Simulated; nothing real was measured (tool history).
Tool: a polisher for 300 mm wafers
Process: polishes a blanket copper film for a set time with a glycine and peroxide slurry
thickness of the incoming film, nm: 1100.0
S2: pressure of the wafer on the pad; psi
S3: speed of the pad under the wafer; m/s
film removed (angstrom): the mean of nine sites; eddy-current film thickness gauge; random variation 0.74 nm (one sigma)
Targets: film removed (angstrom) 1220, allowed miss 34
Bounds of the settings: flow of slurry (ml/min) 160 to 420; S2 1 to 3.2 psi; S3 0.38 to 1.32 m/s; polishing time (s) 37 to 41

run 1 day=0 | flow_of_slurry_(ml/min)=270 S2=2.1 S3=0.84 polishing_time_(s)=41 | film_removed_(angstrom)=1690.3
run 2 day=0.054 | flow_of_slurry_(ml/min)=270 S2=1.9 S3=0.84 polishing_time_(s)=41 | film_removed_(angstrom)=1598
run 3 day=0.325 | flow_of_slurry_(ml/min)=270 S2=1.7 S3=0.84 polishing_time_(s)=41 | film_removed_(angstrom)=1503.7
run 4 day=0.412 | flow_of_slurry_(ml/min)=270 S2=1.4 S3=0.84 polishing_time_(s)=41 | film_removed_(angstrom)=1360.6
run 5 day=0.483 | flow_of_slurry_(ml/min)=270 S2=1.3 S3=0.84 polishing_time_(s)=41 | film_removed_(angstrom)=1307.3
run 6 day=0.767 | flow_of_slurry_(ml/min)=270 S2=1.3 S3=0.66 polishing_time_(s)=41 | film_removed_(angstrom)=1121
run 7 day=0.888 | flow_of_slurry_(ml/min)=275 S2=1.4 S3=0.66 polishing_time_(s)=41 | film_removed_(angstrom)=1182.5
run 8 day=1.067 | flow_of_slurry_(ml/min)=280 S2=1.4 S3=0.66 polishing_time_(s)=41 | film_removed_(angstrom)=1177.1
run 9 day=1.212 | flow_of_slurry_(ml/min)=285 S2=1.4 S3=0.66 polishing_time_(s)=41 | film_removed_(angstrom)=1165.3

Which of these 5 next moves meets every target?
run A day=1.358 | flow_of_slurry_(ml/min)=255 S2=1.2 S3=0.86 polishing_time_(s)=39 | film_removed_(angstrom)=?
run B day=1.358 | flow_of_slurry_(ml/min)=365 S2=1 S3=0.78 polishing_time_(s)=41 | film_removed_(angstrom)=?
run C day=1.358 | flow_of_slurry_(ml/min)=245 S2=1.6 S3=0.74 polishing_time_(s)=41 | film_removed_(angstrom)=?
run D day=1.358 | flow_of_slurry_(ml/min)=250 S2=1.2 S3=0.78 polishing_time_(s)=40 | film_removed_(angstrom)=?
run E day=1.358 | flow_of_slurry_(ml/min)=275 S2=1.5 S3=0.76 polishing_time_(s)=41 | film_removed_(angstrom)=?

move=A film_removed_(angstrom)=1207.7
move=B film_removed_(angstrom)=1138.3
move=C film_removed_(angstrom)=1317.8
move=D film_removed_(angstrom)=1159.3
move=E film_removed_(angstrom)=1315
A: meets every target
B: further off than the last run
C: takes the result that was furthest off past its target
D: further off than the last run
E: takes the result that was furthest off past its target
The right move is A.
